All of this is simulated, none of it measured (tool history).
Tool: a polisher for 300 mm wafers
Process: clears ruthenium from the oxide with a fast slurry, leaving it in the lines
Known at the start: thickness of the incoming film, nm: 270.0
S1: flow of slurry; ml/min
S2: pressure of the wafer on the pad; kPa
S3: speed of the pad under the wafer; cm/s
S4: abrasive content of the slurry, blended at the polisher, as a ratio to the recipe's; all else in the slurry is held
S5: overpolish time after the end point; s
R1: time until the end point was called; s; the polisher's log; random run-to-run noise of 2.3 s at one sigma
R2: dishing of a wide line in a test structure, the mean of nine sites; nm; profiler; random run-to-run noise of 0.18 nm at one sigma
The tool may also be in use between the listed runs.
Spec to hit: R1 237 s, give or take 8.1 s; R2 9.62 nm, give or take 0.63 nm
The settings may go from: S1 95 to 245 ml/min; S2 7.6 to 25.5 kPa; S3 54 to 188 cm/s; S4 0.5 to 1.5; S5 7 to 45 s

{"run": 1, "day": 0.0, "S1": 155, "S2": 16.5, "S3": 120, "S4": 1, "S5": 23, "R1": 66.673, "R2": 61.117}
{"run": 2, "day": 0.179, "S1": 150, "S2": 13.8, "S3": 98, "S4": 0.85, "S5": 18, "R1": 109.85, "R2": 31.43}
{"run": 3, "day": 0.504, "S1": 150, "S2": 13.8, "S3": 88, "S4": 0.85, "S5": 18, "R1": 120.87, "R2": 28.862}
{"run": 4, "day": 0.533, "S1": 160, "S2": 11.7, "S3": 78, "S4": 0.8, "S5": 14, "R1": 167.56, "R2": 17.252}
{"day": 0.738, "done": "worn pad replaced by a new one"}
{"run": 5, "day": 0.738, "S1": 160, "S2": 10.3, "S3": 76, "S4": 0.8, "S5": 12, "R1": 175.79, "R2": 13.753}
{"run": 6, "day": 0.925, "S1": 160, "S2": 9.7, "S3": 72, "S4": 0.8, "S5": 12, "R1": 195.74, "R2": 12.555}
{"run": 7, "day": 1.067, "S1": 145, "S2": 7.6, "S3": 68, "S4": 0.8, "S5": 9, "R1": 263.4, "R2": 7.0742}
{"run": 8, "day": 1.121, "S1": 145, "S2": 7.6, "S3": 68, "S4": 0.8, "S5": 9, "R1": 259.86, "R2": 6.9473}

Below are 4 possible settings for the next run. Only one of them brings all results inside the allowed miss of their targets. Which is it?
{"run": "A", "day": 1.175, "S1": 115, "S2": 7.6, "S3": 70, "S4": 0.85, "S5": 12, "R1": "?", "R2": "?"}
{"run": "B", "day": 1.175, "S1": 155, "S2": 8.3, "S3": 68, "S4": 0.75, "S5": 10, "R1": "?", "R2": "?"}
{"run": "C", "day": 1.175, "S1": 140, "S2": 7.6, "S3": 78, "S4": 0.8, "S5": 11, "R1": "?", "R2": "?"}
{"run": "D", "day": 1.175, "S1": 140, "S2": 7.6, "S3": 86, "S4": 0.6, "S5": 12, "R1": "?", "R2": "?"}

move=A R1=258.01 R2=9.7355
move=B R1=253.77 R2=8.2777
move=C R1=234.22 R2=9.8285
move=D R1=271.5 R2=9.2625
A: puts the biggest miss on target and leaves a different result outside tolerance
B: nearer than the last run, and not there yet
C: all results in spec
D: puts the biggest miss on target and leaves a different result outside tolerance
C meets every target.

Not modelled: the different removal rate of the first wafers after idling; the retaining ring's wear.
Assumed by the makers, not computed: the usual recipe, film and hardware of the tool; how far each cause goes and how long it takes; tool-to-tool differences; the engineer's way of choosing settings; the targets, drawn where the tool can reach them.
